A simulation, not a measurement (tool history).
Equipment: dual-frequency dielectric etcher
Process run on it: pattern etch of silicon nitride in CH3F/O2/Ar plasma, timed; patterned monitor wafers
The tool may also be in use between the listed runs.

| run | hour | source power (kW) | bias power (kW) | etch time (s) | mean etch depth across the wafer (nm) |
|---|---|---|---|---|---|
| 1 | 0.0 | 0.510 | 0.089 | 29.5 | 23.077 |
| 2 | 9.0 | 0.510 | 0.089 | 27.0 | 21.202 |
| 3 | 14.1 | 0.510 | 0.077 | 27.0 | 19.992 |
| 4 | 15.2 | 0.600 | 0.077 | 27.0 | 21.185 |
| 5 | 23.3 | 0.600 | 0.064 | 27.0 | 19.714 |
| 6 | 29.8 | 0.600 | 0.071 | 27.0 | 20.341 |
| 7 | 31.1 | 0.620 | 0.081 | 27.5 | 22.247 |
| 8 | 37.6 | 0.640 | 0.086 | 27.5 | 23.062 |
| 9 | 44.4 | 0.660 | 0.091 | 27.5 | 23.699 |
| 10 | 48.3 | 0.670 | 0.095 | 27.5 | 24.263 |

Predict the results of run 11:
| 11 | 49.7 | 0.680 | 0.098 | 27.5 | ? |

{"run 11": {"mean etch depth across the wafer (nm)": 24.646}}
